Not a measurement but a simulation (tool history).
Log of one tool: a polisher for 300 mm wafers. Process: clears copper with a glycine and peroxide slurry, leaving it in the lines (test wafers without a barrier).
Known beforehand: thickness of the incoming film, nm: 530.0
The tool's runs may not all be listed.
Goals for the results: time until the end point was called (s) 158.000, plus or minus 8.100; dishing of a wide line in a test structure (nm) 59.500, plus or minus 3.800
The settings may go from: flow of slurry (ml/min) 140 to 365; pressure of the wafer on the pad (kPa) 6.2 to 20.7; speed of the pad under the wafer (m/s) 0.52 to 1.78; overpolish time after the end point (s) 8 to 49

| run | hour | flow of slurry (ml/min) | pressure of the wafer on the pad (kPa) | speed of the pad under the wafer (m/s) | overpolish time after the end point (s) | time until the end point was called (s) | dishing of a wide line in a test structure (nm) |
|---|---|---|---|---|---|---|---|
| 1 | 0.0 | 235 | 13.1 | 1.14 | 25 | 113.470 | 76.995 |
| 2 | 5.5 | 235 | 13.1 | 1.42 | 25 | 96.940 | 90.893 |
| 3 | 14.3 | 235 | 12.4 | 1.40 | 25 | 104.350 | 87.357 |
| 4 | 15.7 | 235 | 12.4 | 1.22 | 25 | 113.890 | 80.068 |
| 5 | 17.0 | 235 | 15.9 | 1.22 | 25 | 93.430 | 95.005 |
| 6 | 21.4 | 235 | 15.2 | 1.22 | 25 | 93.434 | 92.063 |
| 7 | 28.9 | 235 | 14.5 | 1.22 | 25 | 101.230 | 90.637 |
| 8 | 30.5 | 235 | 13.8 | 1.22 | 25 | 105.210 | 86.816 |
| 9 | 33.5 | 235 | 9.7 | 1.16 | 24 | 143.880 | 64.719 |
| 10 | 40.5 | 235 | 9.7 | 1.16 | 24 | 145.800 | 64.111 |

Below are 4 possible settings for the next run. Only one of them brings all results inside the allowed miss of their targets. Which is it?
| A | 47.5 | 215 | 7.6 | 1.28 | 25 | ? | ? |
| B | 47.5 | 220 | 9.7 | 1.04 | 29 | ? | ? |
| C | 47.5 | 215 | 9.0 | 1.10 | 19 | ? | ? |
| D | 47.5 | 220 | 12.4 | 0.90 | 21 | ? | ? |

| move | time until the end point was called (s) | dishing of a wide line in a test structure (nm) |
|---|---|---|
| A | 160.110 | 61.596 |
| B | 155.980 | 72.143 |
| C | 158.370 | 50.626 |
| D | 144.420 | 60.560 |
A: all results in spec
B: gets the furthest-off result to its target, but another result is out of tolerance
C: gets the furthest-off result to its target, but another result is out of tolerance
D: further off than the last run
A meets every target.

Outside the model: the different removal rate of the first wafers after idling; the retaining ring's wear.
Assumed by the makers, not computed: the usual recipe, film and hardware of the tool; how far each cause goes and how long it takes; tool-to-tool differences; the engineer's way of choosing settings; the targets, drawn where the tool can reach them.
